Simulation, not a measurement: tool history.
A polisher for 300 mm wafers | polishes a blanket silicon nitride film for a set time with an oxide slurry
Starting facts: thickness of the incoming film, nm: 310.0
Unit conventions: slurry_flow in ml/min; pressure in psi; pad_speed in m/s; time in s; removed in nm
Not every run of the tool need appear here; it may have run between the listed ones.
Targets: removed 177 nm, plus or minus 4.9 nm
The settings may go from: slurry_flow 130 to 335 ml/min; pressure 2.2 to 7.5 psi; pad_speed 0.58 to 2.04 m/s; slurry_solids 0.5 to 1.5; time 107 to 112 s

{"run": 1, "hour": 0.0, "slurry_flow": 215, "pressure": 4.8, "pad_speed": 1.3, "slurry_solids": 1, "time": 107, "removed": 117.82}
{"run": 2, "hour": 0.5, "slurry_flow": 220, "pressure": 5.4, "pad_speed": 1.3, "slurry_solids": 1, "time": 107, "removed": 133.46}
{"run": 3, "hour": 8.0, "slurry_flow": 225, "pressure": 5.8, "pad_speed": 1.3, "slurry_solids": 1, "time": 107, "removed": 144.92}
{"run": 4, "hour": 10.7, "slurry_flow": 225, "pressure": 5.8, "pad_speed": 1.06, "slurry_solids": 1, "time": 107, "removed": 125.39}
{"run": 5, "hour": 18.0, "slurry_flow": 195, "pressure": 5.8, "pad_speed": 1.06, "slurry_solids": 1, "time": 107, "removed": 123.32}
{"run": 6, "hour": 20.1, "slurry_flow": 200, "pressure": 6.4, "pad_speed": 1.06, "slurry_solids": 1, "time": 107, "removed": 136.56}
{"run": 7, "hour": 28.7, "slurry_flow": 210, "pressure": 7.5, "pad_speed": 1.16, "slurry_solids": 1, "time": 107, "removed": 170.93}
{"run": 8, "hour": 35.0, "slurry_flow": 215, "pressure": 7.5, "pad_speed": 1.18, "slurry_solids": 1, "time": 107, "removed": 172.2}

Pick the move, out of 5, that brings all results within their allowed miss; only one does.
{"run": "A", "hour": 41.3, "slurry_flow": 205, "pressure": 6.8, "pad_speed": 1.34, "slurry_solids": 1, "time": 111, "removed": "?"}
{"run": "B", "hour": 41.3, "slurry_flow": 130, "pressure": 7.5, "pad_speed": 1.22, "slurry_solids": 0.95, "time": 108, "removed": "?"}
{"run": "C", "hour": 41.3, "slurry_flow": 285, "pressure": 6.7, "pad_speed": 1.16, "slurry_solids": 1, "time": 112, "removed": "?"}
{"run": "D", "hour": 41.3, "slurry_flow": 210, "pressure": 7.5, "pad_speed": 1.06, "slurry_solids": 1, "time": 108, "removed": "?"}
{"run": "E", "hour": 41.3, "slurry_flow": 220, "pressure": 7.5, "pad_speed": 1.34, "slurry_solids": 0.95, "time": 112, "removed": "?"}

move=A removed=176.36
move=B removed=164.81
move=C removed=163.7
move=D removed=161.45
move=E removed=192.31
A: all results in spec
B: its largest miss is bigger than the last run's
C: its largest miss is bigger than the last run's
D: its largest miss is bigger than the last run's
E: the result that was furthest off in the last run now lies on the other side of its target
A meets every target.

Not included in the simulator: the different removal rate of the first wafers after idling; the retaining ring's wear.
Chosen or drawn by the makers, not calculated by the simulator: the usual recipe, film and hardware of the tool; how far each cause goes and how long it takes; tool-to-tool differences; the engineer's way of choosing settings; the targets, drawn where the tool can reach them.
